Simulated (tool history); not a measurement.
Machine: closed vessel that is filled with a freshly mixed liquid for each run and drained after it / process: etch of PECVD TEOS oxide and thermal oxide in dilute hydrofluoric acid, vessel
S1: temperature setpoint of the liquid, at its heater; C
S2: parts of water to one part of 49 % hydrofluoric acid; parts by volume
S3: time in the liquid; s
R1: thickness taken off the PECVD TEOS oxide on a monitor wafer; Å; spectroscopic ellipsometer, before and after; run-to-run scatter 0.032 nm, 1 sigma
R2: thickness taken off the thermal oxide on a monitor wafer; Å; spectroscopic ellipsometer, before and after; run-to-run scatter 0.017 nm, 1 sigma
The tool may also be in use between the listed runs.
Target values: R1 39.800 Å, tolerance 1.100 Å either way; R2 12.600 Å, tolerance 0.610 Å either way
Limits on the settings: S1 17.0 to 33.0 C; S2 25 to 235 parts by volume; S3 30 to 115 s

run	day	S1	S2	S3	R1	R2
1	0.000	25.0	130	60	66.733	21.525
2	0.162	23.0	135	60	60.814	19.322
3	0.471	23.0	165	60	46.882	15.214
4	0.750	21.5	165	60	44.426	14.321
5	0.854	20.5	165	60	42.556	13.675
6	0.967	22.5	165	60	47.136	14.967
7	1.258	21.5	165	60	44.599	14.045
8	1.350	21.0	165	60	44.837	14.026
9	1.700	21.0	170	60	42.250	13.553
10	1.821	20.5	170	60	41.766	13.287

4 next moves are on the table. One of them brings every result within its allowed miss. Which?
A	1.942	27.0	210	65	?	?
B	1.942	17.0	145	60	?	?
C	1.942	24.0	180	60	?	?
D	1.942	17.5	195	75	?	?

move	R1	R2
A	44.405	14.100
B	43.572	13.835
C	44.424	14.106
D	39.317	12.484
A: further off than the last run
B: further off than the last run
C: further off than the last run
D: all results in spec
Answer: D
